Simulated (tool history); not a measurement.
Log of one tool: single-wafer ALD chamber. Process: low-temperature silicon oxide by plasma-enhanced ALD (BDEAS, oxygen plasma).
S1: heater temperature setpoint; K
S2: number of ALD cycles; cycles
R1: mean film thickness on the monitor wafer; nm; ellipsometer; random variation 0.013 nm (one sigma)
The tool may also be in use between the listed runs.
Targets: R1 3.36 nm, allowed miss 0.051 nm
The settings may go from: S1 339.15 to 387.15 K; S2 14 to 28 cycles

Run 1, hour 0: S1 363.15 K, S2 21 cycles. Result: R1 2.8646 nm.
Run 2, hour 1.3: S1 358.15 K, S2 21 cycles. Result: R1 2.9192 nm.
Run 3, hour 4.1: S1 358.15 K, S2 18 cycles. Result: R1 2.4927 nm.
Run 4, hour 11.1: S1 353.15 K, S2 18 cycles. Result: R1 2.5495 nm.
Run 5, hour 15.8: S1 353.15 K, S2 21 cycles. Result: R1 2.9827 nm.
Run 6, hour 21.1: S1 347.15 K, S2 21 cycles. Result: R1 3.0446 nm.
Run 7, hour 26.4: S1 345.15 K, S2 21 cycles. Result: R1 3.0521 nm.
Run 8, hour 29.1: S1 340.15 K, S2 23 cycles. Result: R1 3.4157 nm.

4 next moves are on the table. One of them brings every result within its allowed miss. Which?
Run A, hour 31.8: S1 342.15 K, S2 24 cycles. Result: R1 ?.
Run B, hour 31.8: S1 339.15 K, S2 24 cycles. Result: R1 ?.
Run C, hour 31.8: S1 344.15 K, S2 23 cycles. Result: R1 ?.
Run D, hour 31.8: S1 353.15 K, S2 25 cycles. Result: R1 ?.

move      R1
   A  3.5236
   B  3.5624
   C   3.352
   D  3.5224
A: further off than the last run
B: further off than the last run
C: meets every target
D: further off than the last run
Move C is the one to make.
